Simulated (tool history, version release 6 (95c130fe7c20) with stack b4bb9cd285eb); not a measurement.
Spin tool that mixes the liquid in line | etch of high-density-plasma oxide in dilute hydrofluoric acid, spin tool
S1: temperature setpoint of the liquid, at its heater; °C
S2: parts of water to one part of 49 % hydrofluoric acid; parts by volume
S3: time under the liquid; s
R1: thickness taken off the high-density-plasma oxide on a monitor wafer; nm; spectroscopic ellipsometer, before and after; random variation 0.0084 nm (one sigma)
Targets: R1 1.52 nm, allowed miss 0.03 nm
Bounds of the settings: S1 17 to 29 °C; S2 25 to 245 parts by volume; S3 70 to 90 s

run  hour    S1   S2  S3      R1
  1     0    21  135  90  2.8383
  2     7  19.5  135  90  2.6635
  3   9.6  18.5  155  90   2.147
  4  16.8  18.5  185  90  1.7655
  5  25.9    18  190  90  1.6787
  6  29.1    18  150  90  2.1864
  7    34  17.5  165  90    1.95
  8  37.9  17.5  175  90  1.8038
  9  45.3  17.5  180  90  1.7701
 10  48.9  17.5  185  90  1.7161
 11  53.8  17.5  190  90   1.653
 12  58.5  17.5  195  90   1.609

4 next moves are on the table. One of them brings every result within its allowed miss. Which?
  A  63.2  17  180  80   ?
  B  63.2  19  205  90   ?
  C  63.2  23  230  90   ?
  D  63.2  17  190  90   ?

move      R1
   A  1.5242
   B  1.5917
   C  1.6101
   D  1.6094
A: meets every target
B: nearer than the last run, and not there yet
C: as far off as the last run
D: as far off as the last run
The right move is A.
